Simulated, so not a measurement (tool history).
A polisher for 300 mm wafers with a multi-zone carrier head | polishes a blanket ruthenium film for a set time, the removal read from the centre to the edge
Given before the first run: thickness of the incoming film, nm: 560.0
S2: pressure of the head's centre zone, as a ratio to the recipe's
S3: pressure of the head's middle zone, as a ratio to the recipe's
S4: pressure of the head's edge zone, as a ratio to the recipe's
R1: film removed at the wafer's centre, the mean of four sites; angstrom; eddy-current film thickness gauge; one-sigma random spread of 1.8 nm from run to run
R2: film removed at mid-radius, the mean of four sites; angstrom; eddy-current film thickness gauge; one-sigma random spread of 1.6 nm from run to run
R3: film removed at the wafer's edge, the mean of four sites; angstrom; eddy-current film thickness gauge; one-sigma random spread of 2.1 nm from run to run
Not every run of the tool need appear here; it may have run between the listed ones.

{"run": 1, "day": 0.0, "flow of slurry (ml/min)": 285, "S2": 1.0, "S3": 1.0, "S4": 1.0, "polishing time (s)": 82, "R1": 1315.1, "R2": 1337.7, "R3": 1329.7}
{"run": 2, "day": 0.112, "flow of slurry (ml/min)": 320, "S2": 1.0, "S3": 1.0, "S4": 1.0, "polishing time (s)": 82, "R1": 1323.0, "R2": 1350.0, "R3": 1369.7}
{"run": 3, "day": 0.238, "flow of slurry (ml/min)": 320, "S2": 0.92, "S3": 1.0, "S4": 1.0, "polishing time (s)": 82, "R1": 1202.0, "R2": 1328.1, "R3": 1342.6}
{"run": 4, "day": 0.525, "flow of slurry (ml/min)": 325, "S2": 0.96, "S3": 0.99, "S4": 1.01, "polishing time (s)": 83, "R1": 1293.6, "R2": 1353.5, "R3": 1385.2}
{"run": 5, "day": 0.554, "flow of slurry (ml/min)": 325, "S2": 0.92, "S3": 0.99, "S4": 1.01, "polishing time (s)": 83, "R1": 1227.6, "R2": 1333.5, "R3": 1367.6}
{"run": 6, "day": 0.629, "flow of slurry (ml/min)": 330, "S2": 0.96, "S3": 0.98, "S4": 1.02, "polishing time (s)": 84, "R1": 1293.2, "R2": 1317.3, "R3": 1411.3}

For run 7, what comes out?
{"run": 7, "day": 0.758, "flow of slurry (ml/min)": 335, "S2": 0.99, "S3": 0.98, "S4": 1.02, "polishing time (s)": 85, "R1": "?", "R2": "?", "R3": "?"}

R1: 1377.1 angstrom
R2: 1323.0 angstrom
R3: 1412.6 angstrom
